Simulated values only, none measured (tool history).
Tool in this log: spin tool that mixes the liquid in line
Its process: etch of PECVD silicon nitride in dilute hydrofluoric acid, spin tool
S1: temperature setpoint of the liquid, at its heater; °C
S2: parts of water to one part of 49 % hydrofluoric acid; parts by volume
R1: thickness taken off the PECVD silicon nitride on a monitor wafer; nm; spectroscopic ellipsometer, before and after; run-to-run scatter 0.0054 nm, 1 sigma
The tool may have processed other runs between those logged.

Run 1, day 0.000: S1 24.0 °C, S2 230 parts by volume, time under the liquid (s) 60. Result: R1 0.73289 nm.
Run 2, day 0.221: S1 22.5 °C, S2 230 parts by volume, time under the liquid (s) 60. Result: R1 0.65779 nm.
Run 3, day 0.292: S1 22.5 °C, S2 150 parts by volume, time under the liquid (s) 60. Result: R1 1.01670 nm.
Run 4, day 0.512: S1 21.0 °C, S2 170 parts by volume, time under the liquid (s) 60. Result: R1 0.79815 nm.
Run 5, day 0.625: S1 21.0 °C, S2 90 parts by volume, time under the liquid (s) 60. Result: R1 1.49920 nm.
Run 6, day 0.721: S1 21.0 °C, S2 45 parts by volume, time under the liquid (s) 60. Result: R1 2.93530 nm.
Run 7, day 0.892: S1 20.0 °C, S2 85 parts by volume, time under the liquid (s) 60. Result: R1 1.47510 nm.
Run 8, day 1.050: S1 19.0 °C, S2 110 parts by volume, time under the liquid (s) 60. Result: R1 1.07050 nm.
Run 9, day 1.125: S1 18.5 °C, S2 125 parts by volume, time under the liquid (s) 60. Result: R1 0.93995 nm.

Forecast run 10:
Run 10, day 1.400: S1 18.0 °C, S2 140 parts by volume, time under the liquid (s) 60. Result: R1 ?.

{"run 10": {"R1": 0.80613}}

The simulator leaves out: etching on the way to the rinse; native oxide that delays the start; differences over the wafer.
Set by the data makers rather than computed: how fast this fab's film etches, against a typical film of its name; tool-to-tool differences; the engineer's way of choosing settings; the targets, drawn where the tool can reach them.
